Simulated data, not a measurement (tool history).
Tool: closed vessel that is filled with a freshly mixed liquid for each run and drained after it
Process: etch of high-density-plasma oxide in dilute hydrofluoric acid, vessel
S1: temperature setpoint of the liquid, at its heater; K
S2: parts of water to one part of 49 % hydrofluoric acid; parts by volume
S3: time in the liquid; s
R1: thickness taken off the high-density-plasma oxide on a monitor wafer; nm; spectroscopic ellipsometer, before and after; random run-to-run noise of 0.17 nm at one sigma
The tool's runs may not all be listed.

run 1 hour=0.0 | S1=297.15 S2=95 S3=225 | R1=20.546
run 2 hour=7.3 | S1=297.15 S2=125 S3=225 | R1=15.040
run 3 hour=11.4 | S1=298.15 S2=120 S3=225 | R1=16.418
run 4 hour=13.0 | S1=298.15 S2=145 S3=225 | R1=13.142
run 5 hour=17.5 | S1=298.15 S2=145 S3=225 | R1=13.153
run 6 hour=19.1 | S1=301.65 S2=145 S3=225 | R1=15.022

Predict the results of run 7:
run 7 hour=28.1 | S1=305.15 S2=105 S3=225 | R1=?

{"run 7": {"R1": 24.78}}

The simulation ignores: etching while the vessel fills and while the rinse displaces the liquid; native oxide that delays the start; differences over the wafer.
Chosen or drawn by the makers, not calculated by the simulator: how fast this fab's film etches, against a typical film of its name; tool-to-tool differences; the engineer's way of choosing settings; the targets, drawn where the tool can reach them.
